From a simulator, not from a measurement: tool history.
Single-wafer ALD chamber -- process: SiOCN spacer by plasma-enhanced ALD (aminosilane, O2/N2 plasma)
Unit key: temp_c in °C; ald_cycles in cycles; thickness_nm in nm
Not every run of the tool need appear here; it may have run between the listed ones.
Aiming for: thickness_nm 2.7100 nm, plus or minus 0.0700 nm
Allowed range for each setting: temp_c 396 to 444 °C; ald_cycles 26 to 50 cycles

{"run": 1, "hour": 0.0, "temp_c": 420, "ald_cycles": 38, "thickness_nm": 2.0971}
{"run": 2, "hour": 3.0, "temp_c": 430, "ald_cycles": 38, "thickness_nm": 2.0286}
{"run": 3, "hour": 7.1, "temp_c": 427, "ald_cycles": 40, "thickness_nm": 2.1603}
{"run": 4, "hour": 11.1, "temp_c": 427, "ald_cycles": 42, "thickness_nm": 2.2641}
{"run": 5, "hour": 12.8, "temp_c": 435, "ald_cycles": 42, "thickness_nm": 2.2027}
{"run": 6, "hour": 14.7, "temp_c": 432, "ald_cycles": 43, "thickness_nm": 2.2776}
{"run": 7, "hour": 22.9, "temp_c": 429, "ald_cycles": 44, "thickness_nm": 2.3594}
{"run": 8, "hour": 23.5, "temp_c": 427, "ald_cycles": 45, "thickness_nm": 2.4289}
{"run": 9, "hour": 26.9, "temp_c": 425, "ald_cycles": 46, "thickness_nm": 2.5044}
{"run": 10, "hour": 34.3, "temp_c": 424, "ald_cycles": 46, "thickness_nm": 2.5077}
{"run": 11, "hour": 37.1, "temp_c": 423, "ald_cycles": 47, "thickness_nm": 2.5647}
{"run": 12, "hour": 40.8, "temp_c": 422, "ald_cycles": 47, "thickness_nm": 2.5819}
{"run": 13, "hour": 46.1, "temp_c": 421, "ald_cycles": 47, "thickness_nm": 2.5919}
{"run": 14, "hour": 46.8, "temp_c": 420, "ald_cycles": 47, "thickness_nm": 2.5988}

Which of these 4 next moves meets every target?
{"run": "A", "hour": 47.5, "temp_c": 419, "ald_cycles": 49, "thickness_nm": "?"}
{"run": "B", "hour": 47.5, "temp_c": 418, "ald_cycles": 44, "thickness_nm": "?"}
{"run": "C", "hour": 47.5, "temp_c": 423, "ald_cycles": 43, "thickness_nm": "?"}
{"run": "D", "hour": 47.5, "temp_c": 422, "ald_cycles": 47, "thickness_nm": "?"}

move=A thickness_nm=2.7175
move=B thickness_nm=2.4490
move=C thickness_nm=2.3505
move=D thickness_nm=2.5785
A: in spec on every target
B: misses by more than the last run did
C: misses by more than the last run did
D: misses by more than the last run did
Go with A: it meets all targets.
